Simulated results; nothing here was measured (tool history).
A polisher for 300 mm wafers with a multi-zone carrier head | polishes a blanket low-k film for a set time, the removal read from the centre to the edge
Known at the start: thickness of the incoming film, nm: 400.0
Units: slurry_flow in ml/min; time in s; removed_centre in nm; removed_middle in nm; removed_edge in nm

run,day,slurry_flow,centre_zone,middle_zone,edge_zone,slurry_solids,time,removed_centre,removed_middle,removed_edge
1,0.000,170,1.00,1.00,1.00,1.00,76,19.665,20.132,20.579
2,0.092,145,1.00,1.00,1.00,1.00,76,18.868,19.531,20.170
3,0.171,145,0.92,1.00,1.00,1.00,76,18.053,19.539,19.952
4,0.392,140,0.92,0.98,0.98,0.95,76,16.991,18.905,19.647
5,0.500,105,0.92,0.98,0.98,0.95,76,15.372,16.649,17.710
6,0.808,105,0.92,0.98,0.98,0.95,93,18.819,20.850,22.387

Forecast run 7:
7,0.929,105,0.95,0.97,0.96,0.85,92,?,?,?

Run 7 gave removed_centre 18.431 nm, removed_middle 18.788 nm, removed_edge 19.910 nm.
